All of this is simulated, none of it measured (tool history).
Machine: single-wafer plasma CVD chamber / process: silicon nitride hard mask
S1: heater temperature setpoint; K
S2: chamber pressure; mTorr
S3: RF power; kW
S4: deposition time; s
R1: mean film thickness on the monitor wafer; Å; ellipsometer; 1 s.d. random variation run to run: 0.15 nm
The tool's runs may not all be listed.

run	hour	S1	S2	S3	S4	R1
1	0	688.15	1940	0.305	56.3	639.28
2	8.4	688.15	1720	0.305	56.3	621.29
3	17.3	688.15	1720	0.305	58.2	639.43
4	23.7	678.15	1720	0.305	58.2	644.33
5	28.2	678.15	1620	0.3	58.2	623.69
6	33.1	678.15	1540	0.295	58.2	602.5

Forecast run 7:
7	41	678.15	1540	0.295	58.2	?

Run 7 measured R1 605.18 Å.
